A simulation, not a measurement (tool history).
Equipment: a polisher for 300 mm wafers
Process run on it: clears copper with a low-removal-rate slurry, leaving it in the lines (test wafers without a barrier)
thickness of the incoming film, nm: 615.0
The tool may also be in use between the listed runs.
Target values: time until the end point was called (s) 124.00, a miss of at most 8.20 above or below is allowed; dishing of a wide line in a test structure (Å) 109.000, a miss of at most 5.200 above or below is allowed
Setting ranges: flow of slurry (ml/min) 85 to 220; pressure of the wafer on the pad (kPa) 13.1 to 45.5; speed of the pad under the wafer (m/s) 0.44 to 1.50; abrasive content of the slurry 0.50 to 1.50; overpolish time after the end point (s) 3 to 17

run   hour  flow of slurry (ml/min)  pressure of the wafer on the pad (kPa)  speed of the pad under the wafer (m/s)  abrasive content of the slurry  overpolish time after the end point (s)  time until the end point was called (s)  dishing of a wide line in a test structure (Å)
  1    0.0                      140                                    29.0                                    0.96                            1.00                                        9                                   155.58                                         243.320
  2    2.8                      120                                    29.0                                    0.96                            1.00                                        9                                   155.87                                         240.600
  3    7.2                      105                                    29.0                                    0.96                            1.00                                        9                                   166.82                                         226.740
  4   12.1                      100                                    28.3                                    1.00                            1.00                                        7                                   159.00                                         178.660
  5   18.6                      100                                    28.3                                    1.00                            1.00                                        4                                   165.48                                         109.340
  6   21.7                      100                                    28.3                                    1.00                            0.90                                        4                                   167.99                                         108.960
  7   25.2                      100                                    28.3                                    1.00                            0.90                                        4                                   167.23                                         107.640
  8   31.3                       95                                    31.0                                    1.02                            0.75                                        4                                   156.14                                         111.760
  9   38.0                       90                                    33.1                                    1.04                            0.65                                        4                                   159.68                                         113.640
 10   44.5                       90                                    33.1                                    1.14                            0.60                                        4                                   154.89                                         118.320
 11   50.7                       90                                    35.2                                    1.02                            0.75                                        4                                   145.70                                         118.060
 12   59.4                       90                                    35.2                                    1.02                            0.75                                        4                                   143.50                                         122.170
 13   64.4                       90                                    35.2                                    1.02                            0.75                                        4                                   145.14                                         121.220
 14   70.3                       90                                    35.2                                    1.02                            0.75                                        4                                   148.22                                         121.920
 15   71.7                       90                                    37.2                                    1.02                            0.70                                        4                                   138.63                                         126.340
 16   73.5                       90                                    38.6                                    0.94                            0.80                                        4                                   142.37                                         126.980
 17   82.6                       90                                    37.9                                    1.02                            0.70                                        4                                   139.34                                         128.950
 18   86.8                      115                                    36.5                                    1.10                            0.50                                        3                                   143.89                                          96.400
 19   92.9                      115                                    37.9                                    1.10                            0.50                                        3                                   139.35                                          99.061
 20  100.1                      115                                    39.3                                    1.10                            0.50                                        3                                   135.12                                         100.820

Which single option among these 5 for the next run brings every result within its allowed miss of target? Just one does.
  A  107.3                      135                                    42.7                                    1.20                            0.55                                        3                                        ?                                               ?
  B  107.3                      120                                    43.4                                    1.14                            0.65                                        3                                        ?                                               ?
  C  107.3                      150                                    45.5                                    0.94                            0.65                                        3                                        ?                                               ?
  D  107.3                      155                                    42.7                                    0.98                            0.50                                        3                                        ?                                               ?
  E  107.3                      105                                    35.9                                    1.08                            0.50                                        3                                        ?                                               ?

move  time until the end point was called (s)  dishing of a wide line in a test structure (Å)
   A                                   108.94                                         124.360
   B                                   107.99                                         125.400
   C                                   110.97                                         122.300
   D                                   124.36                                         109.880
   E                                   151.57                                          91.049
A: takes the result that was furthest off past its target
B: takes the result that was furthest off past its target
C: takes the result that was furthest off past its target
D: in spec on every target
E: moves away from the targets compared with the last run
Move D is the one to make.
